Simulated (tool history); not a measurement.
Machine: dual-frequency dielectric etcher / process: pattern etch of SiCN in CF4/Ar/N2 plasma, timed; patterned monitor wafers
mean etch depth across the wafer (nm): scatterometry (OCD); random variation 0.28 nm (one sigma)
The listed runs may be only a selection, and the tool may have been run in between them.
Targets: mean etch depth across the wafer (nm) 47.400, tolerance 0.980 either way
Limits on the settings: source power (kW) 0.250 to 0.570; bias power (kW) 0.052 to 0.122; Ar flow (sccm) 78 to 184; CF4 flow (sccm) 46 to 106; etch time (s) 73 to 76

| run | hour | source power (kW) | bias power (kW) | Ar flow (sccm) | CF4 flow (sccm) | etch time (s) | mean etch depth across the wafer (nm) |
|---|---|---|---|---|---|---|---|
| 1 | 0.0 | 0.410 | 0.087 | 131 | 76 | 73 | 56.637 |
| 2 | 3.3 | 0.390 | 0.087 | 131 | 76 | 73 | 54.290 |
| 3 | 12.2 | 0.440 | 0.087 | 131 | 76 | 73 | 60.769 |
| 4 | 15.0 | 0.440 | 0.087 | 131 | 76 | 76 | 64.089 |
| 5 | 19.9 | 0.500 | 0.087 | 131 | 76 | 76 | 70.124 |
| 6 | 22.8 | 0.500 | 0.087 | 131 | 86 | 76 | 72.178 |
| 7 | 26.1 | 0.430 | 0.085 | 131 | 86 | 76 | 62.792 |
| 8 | 31.6 | 0.390 | 0.084 | 131 | 86 | 76 | 58.261 |
| 9 | 38.1 | 0.360 | 0.083 | 131 | 86 | 76 | 54.185 |
| 10 | 46.6 | 0.290 | 0.082 | 131 | 86 | 76 | 44.382 |
| 11 | 49.4 | 0.300 | 0.082 | 131 | 86 | 76 | 45.583 |

Which one of the following 4 next-run settings gets every result inside its allowed miss? There is exactly one.
| A | 52.2 | 0.270 | 0.101 | 109 | 87 | 76 | ? |
| B | 52.2 | 0.310 | 0.077 | 128 | 100 | 73 | ? |
| C | 52.2 | 0.310 | 0.083 | 159 | 75 | 76 | ? |
| D | 52.2 | 0.320 | 0.073 | 133 | 87 | 76 | ? |

| move | mean etch depth across the wafer (nm) |
|---|---|
| A | 46.061 |
| B | 46.211 |
| C | 44.848 |
| D | 47.198 |
A: nearer than the last run, and not there yet
B: nearer than the last run, and not there yet
C: further off than the last run
D: every result within its allowed miss
So the answer is move D, the one that meets all the targets.
